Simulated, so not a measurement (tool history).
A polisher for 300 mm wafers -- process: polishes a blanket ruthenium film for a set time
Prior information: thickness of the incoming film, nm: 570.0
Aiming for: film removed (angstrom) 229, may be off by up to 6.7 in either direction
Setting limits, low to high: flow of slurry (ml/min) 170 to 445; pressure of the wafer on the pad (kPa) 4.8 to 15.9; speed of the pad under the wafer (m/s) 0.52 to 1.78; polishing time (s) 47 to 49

run,hour,flow of slurry (ml/min),pressure of the wafer on the pad (kPa),speed of the pad under the wafer (m/s),polishing time (s),film removed (angstrom)
1,0,285,10.3,1.14,47,423.28
2,3.3,285,10.3,1.14,49,442.18
3,10.5,285,9,1.1,49,376.3
4,16.7,285,8.3,1.1,49,351.9
5,25.1,285,8.3,1.2,49,379.39
6,28.3,285,7.6,1.2,49,351.15
7,29,285,6.9,1.14,49,309.54
8,34.5,285,6.2,1.12,49,275.7
9,40.7,285,5.5,1.12,49,252.44

Consider the 5 candidate settings below. Which is the only one whose results all fall within their allowed miss of target?
A,46.9,265,5.5,1,47,?
B,46.9,280,6.9,0.92,49,?
C,46.9,250,5.5,1.02,47,?
D,46.9,255,6.2,1.04,47,?
E,46.9,260,6.2,0.98,47,?

move,film removed (angstrom)
A,214.7
B,251.46
C,217.36
D,245.33
E,232.17
A: carries the result that was furthest off beyond its target, to the other side
B: about as far from the targets as the last run
C: carries the result that was furthest off beyond its target, to the other side
D: nearer the targets than the last run, but a result is still out of spec
E: every result lands within tolerance
Correct choice: E, which meets every target

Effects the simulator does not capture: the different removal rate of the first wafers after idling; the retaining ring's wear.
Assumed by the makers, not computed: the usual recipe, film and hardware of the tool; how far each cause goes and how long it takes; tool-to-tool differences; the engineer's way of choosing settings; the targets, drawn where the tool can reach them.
